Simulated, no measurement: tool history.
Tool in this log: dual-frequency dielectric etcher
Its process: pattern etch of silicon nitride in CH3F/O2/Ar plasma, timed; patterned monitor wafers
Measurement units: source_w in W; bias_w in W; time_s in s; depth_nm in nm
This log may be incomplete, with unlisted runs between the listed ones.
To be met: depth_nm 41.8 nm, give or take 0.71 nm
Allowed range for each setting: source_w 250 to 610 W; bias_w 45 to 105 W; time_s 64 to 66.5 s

run 1 day=0 | source_w=430 bias_w=75 time_s=64 | depth_nm=45.39
run 2 day=0.262 | source_w=430 bias_w=75 time_s=66.5 | depth_nm=47.12
run 3 day=0.538 | source_w=400 bias_w=74 time_s=66.5 | depth_nm=44.977
run 4 day=0.9 | source_w=390 bias_w=74 time_s=66.5 | depth_nm=43.781
run 5 day=1.267 | source_w=390 bias_w=82 time_s=66.5 | depth_nm=46.445
run 6 day=1.562 | source_w=390 bias_w=82 time_s=66.5 | depth_nm=46.404
run 7 day=1.596 | source_w=370 bias_w=82 time_s=66.5 | depth_nm=44.268
run 8 day=1.779 | source_w=360 bias_w=82 time_s=66.5 | depth_nm=43.784
run 9 day=2.012 | source_w=350 bias_w=82 time_s=66.5 | depth_nm=43.081

Consider the 4 candidate settings below. Which is the only one whose results all fall within their allowed miss of target?
run A day=2.246 | source_w=340 bias_w=96 time_s=66.5 | depth_nm=?
run B day=2.246 | source_w=350 bias_w=76 time_s=66.5 | depth_nm=?
run C day=2.246 | source_w=350 bias_w=84 time_s=66.5 | depth_nm=?
run D day=2.246 | source_w=370 bias_w=77 time_s=66.5 | depth_nm=?

move=A depth_nm=45.459
move=B depth_nm=41.5
move=C depth_nm=43.533
move=D depth_nm=43.372
A: the biggest miss grows against the last run
B: meets every target
C: the biggest miss grows against the last run
D: the biggest miss grows against the last run
The right move is B.

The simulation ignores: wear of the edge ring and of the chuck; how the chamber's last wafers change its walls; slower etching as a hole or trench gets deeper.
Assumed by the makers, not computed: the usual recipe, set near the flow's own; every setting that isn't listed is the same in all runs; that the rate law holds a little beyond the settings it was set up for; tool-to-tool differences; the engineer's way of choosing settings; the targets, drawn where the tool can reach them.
